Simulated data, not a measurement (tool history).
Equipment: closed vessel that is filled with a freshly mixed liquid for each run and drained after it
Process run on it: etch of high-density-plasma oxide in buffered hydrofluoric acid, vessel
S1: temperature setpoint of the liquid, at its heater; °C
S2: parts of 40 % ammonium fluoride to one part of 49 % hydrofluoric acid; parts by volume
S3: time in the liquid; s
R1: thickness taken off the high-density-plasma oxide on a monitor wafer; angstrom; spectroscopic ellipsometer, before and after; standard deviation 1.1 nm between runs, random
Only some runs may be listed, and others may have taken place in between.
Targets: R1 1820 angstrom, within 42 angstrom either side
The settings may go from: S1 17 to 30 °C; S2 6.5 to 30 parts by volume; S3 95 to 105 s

run 1 hour=0 | S1=22 S2=18.5 S3=95 | R1=826.03
run 2 hour=4.3 | S1=24 S2=16.5 S3=95 | R1=1045.5
run 3 hour=5.8 | S1=24 S2=18.5 S3=95 | R1=925.08
run 4 hour=13 | S1=25.5 S2=17 S3=95 | R1=1099.4
run 5 hour=18.3 | S1=25.5 S2=17 S3=95 | R1=1097.7
run 6 hour=19.5 | S1=25.5 S2=17 S3=105 | R1=1204
run 7 hour=22.9 | S1=29.5 S2=13 S3=105 | R1=1976.7
run 8 hour=31.7 | S1=29 S2=13 S3=105 | R1=1914.2

Of the 4 settings listed for the next run, only one would bring every result within its allowed miss of target. Which one?
run A hour=40.5 | S1=28.5 S2=12.5 S3=100 | R1=?
run B hour=40.5 | S1=29.5 S2=14 S3=100 | R1=?
run C hour=40.5 | S1=23 S2=9.5 S3=100 | R1=?
run D hour=40.5 | S1=30 S2=15 S3=105 | R1=?

move=A R1=1837.6
move=B R1=1734.6
move=C R1=1750.3
move=D R1=1747.9
A: each result inside its tolerance
B: takes the result that was furthest off past its target
C: takes the result that was furthest off past its target
D: takes the result that was furthest off past its target
Correct choice: A, which meets every target
